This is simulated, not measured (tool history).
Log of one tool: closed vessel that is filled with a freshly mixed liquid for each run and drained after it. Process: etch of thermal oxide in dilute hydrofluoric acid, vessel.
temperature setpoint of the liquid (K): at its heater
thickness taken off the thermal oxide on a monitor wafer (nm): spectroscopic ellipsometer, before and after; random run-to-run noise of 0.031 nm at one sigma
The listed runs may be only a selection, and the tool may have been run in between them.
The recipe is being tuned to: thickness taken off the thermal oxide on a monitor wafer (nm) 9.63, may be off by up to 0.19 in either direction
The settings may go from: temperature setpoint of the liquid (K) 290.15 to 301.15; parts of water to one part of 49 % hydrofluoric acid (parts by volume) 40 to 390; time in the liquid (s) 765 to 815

run  hour  temperature setpoint of the liquid (K)  parts of water to one part of 49 % hydrofluoric acid (parts by volume)  time in the liquid (s)  thickness taken off the thermal oxide on a monitor wafer (nm)
  1     0                                  293.15                                                                     215                     765                                                         12.041
  2   3.5                                  295.15                                                                     215                     765                                                         12.961
  3   5.1                                  294.15                                                                     220                     765                                                         12.159
  4  11.8                                  294.15                                                                     145                     765                                                         19.802
  5  20.3                                  293.15                                                                     165                     765                                                         16.444
  6  27.7                                  292.65                                                                     180                     765                                                         14.595
  7  35.2                                  292.15                                                                     190                     765                                                         13.526
  8  42.8                                  291.65                                                                     200                     765                                                         12.394
  9  50.1                                  290.15                                                                     240                     765                                                          9.416

Which one of the following 5 next-run settings gets every result inside its allowed miss? There is exactly one.
  A  57.4                                  290.15                                                                     235                     790                                                              ?
  B  57.4                                  290.15                                                                     225                     770                                                              ?
  C  57.4                                  290.15                                                                     245                     765                                                              ?
  D  57.4                                  294.15                                                                     255                     765                                                              ?
  E  57.4                                  290.65                                                                     240                     775                                                              ?

move  thickness taken off the thermal oxide on a monitor wafer (nm)
   A                                                         9.9407
   B                                                          10.21
   C                                                         9.1523
   D                                                         10.142
   E                                                         9.6937
A: the result that was furthest off in the last run now lies on the other side of its target
B: the result that was furthest off in the last run now lies on the other side of its target
C: further off than the last run
D: the result that was furthest off in the last run now lies on the other side of its target
E: hits every target within its allowed miss
Go with E: it meets all targets.
